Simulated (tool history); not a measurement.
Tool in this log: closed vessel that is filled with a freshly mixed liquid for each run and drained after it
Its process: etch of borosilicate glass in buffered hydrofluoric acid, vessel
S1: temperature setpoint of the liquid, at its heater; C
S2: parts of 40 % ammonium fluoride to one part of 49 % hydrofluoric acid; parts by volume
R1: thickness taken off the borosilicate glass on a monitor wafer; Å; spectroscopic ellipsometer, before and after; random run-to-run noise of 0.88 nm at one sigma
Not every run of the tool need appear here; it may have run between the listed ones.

run 1 day=0.000 | S1=24.0 S2=12.5 time_in_the_liquid_(s)=95 | R1=973.66
run 2 day=0.296 | S1=24.0 S2=12.5 time_in_the_liquid_(s)=105 | R1=1079.60
run 3 day=0.400 | S1=26.0 S2=12.5 time_in_the_liquid_(s)=105 | R1=1194.40
run 4 day=0.458 | S1=27.5 S2=12.0 time_in_the_liquid_(s)=105 | R1=1342.60
run 5 day=0.633 | S1=24.5 S2=12.0 time_in_the_liquid_(s)=105 | R1=1152.10
run 6 day=0.854 | S1=24.5 S2=12.0 time_in_the_liquid_(s)=95 | R1=1038.30
run 7 day=1.025 | S1=26.5 S2=11.5 time_in_the_liquid_(s)=95 | R1=1203.30

What does the tool deliver on the next run?
run 8 day=1.233 | S1=30.5 S2=11.0 time_in_the_liquid_(s)=95 | R1=?

R1: 1553.10 Å
